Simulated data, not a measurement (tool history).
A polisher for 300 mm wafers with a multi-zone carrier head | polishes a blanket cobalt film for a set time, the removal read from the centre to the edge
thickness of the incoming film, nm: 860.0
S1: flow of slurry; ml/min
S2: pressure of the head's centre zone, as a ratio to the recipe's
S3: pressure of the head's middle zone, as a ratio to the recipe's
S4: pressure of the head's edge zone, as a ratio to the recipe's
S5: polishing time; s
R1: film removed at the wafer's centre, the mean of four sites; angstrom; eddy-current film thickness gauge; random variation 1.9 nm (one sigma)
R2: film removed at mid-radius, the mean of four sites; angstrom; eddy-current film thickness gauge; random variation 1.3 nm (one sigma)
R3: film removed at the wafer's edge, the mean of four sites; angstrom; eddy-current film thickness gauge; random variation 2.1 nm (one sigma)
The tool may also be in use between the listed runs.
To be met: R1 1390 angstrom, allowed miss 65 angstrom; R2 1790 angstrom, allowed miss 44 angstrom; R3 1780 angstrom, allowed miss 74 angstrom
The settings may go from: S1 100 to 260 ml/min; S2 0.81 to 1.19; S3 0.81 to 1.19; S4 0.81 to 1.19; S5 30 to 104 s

run,hour,S1,S2,S3,S4,S5,R1,R2,R3
1,0,165,1,1,1,67,2881.6,2748.1,2956.1
2,2.2,160,0.98,1.01,1,63,2600,2613.9,2757.4
3,8.8,160,0.98,1.01,1.08,63,2579.1,2630,2870.8
4,15.2,155,0.96,1.01,1.07,60,2429.6,2481,2660.8
5,21,190,0.96,1.01,1.07,60,2491.3,2571.6,2765.2
6,23.1,155,0.96,1.01,1.07,60,2476.6,2507.8,2707.6
7,26.3,155,0.94,1.02,1.09,56,2234.8,2387.3,2539.4
8,28,155,0.92,1.02,1.09,53,2034.8,2219.7,2383.6
9,28.7,150,0.91,1.03,1.08,51,1952,2158.3,2283.1
10,33.7,105,0.81,1.1,1.05,35,1088.1,1456,1494.7
11,35.3,105,0.81,1.1,1.05,35,1097.5,1444.1,1475.5
12,37.8,105,0.81,1.1,1.05,35,1118.7,1449.1,1448.5
13,44.4,155,0.86,1.17,1.15,40,1437.3,1872.5,1864.9

Which of these 4 next moves meets every target?
A,51,140,0.86,1.16,1.14,39,?,?,?
B,51,120,0.91,0.96,1.19,44,?,?,?
C,51,130,0.82,1.08,1.19,42,?,?,?
D,51,120,0.82,1.02,1.19,43,?,?,?

move,R1,R2,R3
A,1388.1,1830,1788.8
B,1600.7,1705.3,2026.1
C,1401.7,1828.2,1952.6
D,1408.9,1754.8,1978.4
A: meets every target
B: takes the result that was furthest off past its target
C: brings the result that was furthest off to its target, and leaves another outside
D: brings the result that was furthest off to its target, and leaves another outside
The right move is A.
